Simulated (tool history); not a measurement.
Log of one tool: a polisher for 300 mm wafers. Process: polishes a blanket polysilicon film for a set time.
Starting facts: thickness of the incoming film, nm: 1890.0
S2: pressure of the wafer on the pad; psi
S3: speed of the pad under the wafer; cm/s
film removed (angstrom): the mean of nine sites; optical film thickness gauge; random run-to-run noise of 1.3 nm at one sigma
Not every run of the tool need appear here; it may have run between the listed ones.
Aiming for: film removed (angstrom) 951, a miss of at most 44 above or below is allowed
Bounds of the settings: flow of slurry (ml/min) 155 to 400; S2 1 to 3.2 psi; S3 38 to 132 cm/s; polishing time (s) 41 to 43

run 1 hour=0 | flow_of_slurry_(ml/min)=255 S2=2.1 S3=84 polishing_time_(s)=41 | film_removed_(angstrom)=1728.4
run 2 hour=4.3 | flow_of_slurry_(ml/min)=255 S2=2.4 S3=84 polishing_time_(s)=41 | film_removed_(angstrom)=1845.4
run 3 hour=13.2 | flow_of_slurry_(ml/min)=255 S2=2.2 S3=80 polishing_time_(s)=41 | film_removed_(angstrom)=1715.2
run 4 hour=17.2 | flow_of_slurry_(ml/min)=255 S2=2.2 S3=68 polishing_time_(s)=41 | film_removed_(angstrom)=1439.8
run 5 hour=21.5 | flow_of_slurry_(ml/min)=255 S2=2.2 S3=68 polishing_time_(s)=43 | film_removed_(angstrom)=1500.6
run 6 hour=30.2 | flow_of_slurry_(ml/min)=255 S2=2.2 S3=84 polishing_time_(s)=43 | film_removed_(angstrom)=1893.7
run 7 hour=38.1 | flow_of_slurry_(ml/min)=255 S2=2 S3=80 polishing_time_(s)=43 | film_removed_(angstrom)=1616.4
run 8 hour=44 | flow_of_slurry_(ml/min)=255 S2=1.9 S3=78 polishing_time_(s)=43 | film_removed_(angstrom)=1528.1
run 9 hour=51.8 | flow_of_slurry_(ml/min)=255 S2=1.8 S3=76 polishing_time_(s)=43 | film_removed_(angstrom)=1459.2
run 10 hour=58.7 | flow_of_slurry_(ml/min)=255 S2=1.7 S3=74 polishing_time_(s)=43 | film_removed_(angstrom)=1331.2
run 11 hour=63.9 | flow_of_slurry_(ml/min)=255 S2=1.6 S3=74 polishing_time_(s)=43 | film_removed_(angstrom)=1269.2
run 12 hour=72.5 | flow_of_slurry_(ml/min)=255 S2=1.5 S3=74 polishing_time_(s)=43 | film_removed_(angstrom)=1204
run 13 hour=81.5 | flow_of_slurry_(ml/min)=255 S2=1.4 S3=74 polishing_time_(s)=43 | film_removed_(angstrom)=1161.8
run 14 hour=90.1 | flow_of_slurry_(ml/min)=255 S2=1.3 S3=74 polishing_time_(s)=43 | film_removed_(angstrom)=1121.9

Which single option among these 4 for the next run brings every result within its allowed miss of target? Just one does.
run A hour=98.7 | flow_of_slurry_(ml/min)=210 S2=1.4 S3=86 polishing_time_(s)=43 | film_removed_(angstrom)=?
run B hour=98.7 | flow_of_slurry_(ml/min)=275 S2=1.2 S3=70 polishing_time_(s)=41 | film_removed_(angstrom)=?
run C hour=98.7 | flow_of_slurry_(ml/min)=310 S2=1.8 S3=82 polishing_time_(s)=41 | film_removed_(angstrom)=?
run D hour=98.7 | flow_of_slurry_(ml/min)=265 S2=1.5 S3=84 polishing_time_(s)=42 | film_removed_(angstrom)=?

move=A film_removed_(angstrom)=1285.9
move=B film_removed_(angstrom)=924.3
move=C film_removed_(angstrom)=1478.4
move=D film_removed_(angstrom)=1326.7
A: lands further from the targets than the last run did
B: hits every target within its allowed miss
C: lands further from the targets than the last run did
D: lands further from the targets than the last run did
Go with B: it meets all targets.

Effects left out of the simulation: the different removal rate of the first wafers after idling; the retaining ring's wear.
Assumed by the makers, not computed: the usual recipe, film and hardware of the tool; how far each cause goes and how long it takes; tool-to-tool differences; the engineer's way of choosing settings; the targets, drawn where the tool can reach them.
